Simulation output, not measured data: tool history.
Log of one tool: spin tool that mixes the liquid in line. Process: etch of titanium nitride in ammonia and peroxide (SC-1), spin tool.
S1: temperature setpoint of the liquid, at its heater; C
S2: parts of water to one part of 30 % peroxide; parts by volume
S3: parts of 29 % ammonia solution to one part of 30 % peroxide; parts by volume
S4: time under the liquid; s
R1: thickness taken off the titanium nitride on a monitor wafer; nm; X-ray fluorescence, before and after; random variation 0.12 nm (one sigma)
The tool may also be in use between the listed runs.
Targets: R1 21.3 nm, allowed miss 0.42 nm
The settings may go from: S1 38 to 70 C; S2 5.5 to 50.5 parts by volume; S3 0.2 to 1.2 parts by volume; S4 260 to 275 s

run 1 day=0 | S1=54 S2=28 S3=0.9 S4=260 | R1=12.542
run 2 day=0.321 | S1=55 S2=28 S3=0.9 S4=260 | R1=13.475
run 3 day=0.567 | S1=55 S2=28 S3=0.9 S4=275 | R1=14.27
run 4 day=0.938 | S1=55 S2=28 S3=1.05 S4=275 | R1=14.759
run 5 day=1.167 | S1=55.5 S2=28 S3=1.05 S4=275 | R1=15.188
run 6 day=1.308 | S1=56 S2=28 S3=1.05 S4=275 | R1=15.751
run 7 day=1.558 | S1=56.5 S2=28 S3=1.05 S4=275 | R1=16.257
-- day=1.858 new drum of ammonia solution connected
run 8 day=1.858 | S1=57 S2=28 S3=1.05 S4=275 | R1=17.007

Which of these 5 next moves meets every target?
run A day=2.158 | S1=61 S2=25 S3=1.05 S4=270 | R1=?
run B day=2.158 | S1=53 S2=24 S3=1 S4=275 | R1=?
run C day=2.158 | S1=63 S2=31.5 S3=0.85 S4=265 | R1=?
run D day=2.158 | S1=56 S2=30.5 S3=0.8 S4=275 | R1=?
run E day=2.158 | S1=58.5 S2=17.5 S3=0.5 S4=275 | R1=?

move=A R1=23.24
move=B R1=14.071
move=C R1=21.952
move=D R1=14.478
move=E R1=21.406
A: takes the result that was furthest off past its target
B: further off than the last run
C: takes the result that was furthest off past its target
D: further off than the last run
E: meets every target
Move E is the one to make.
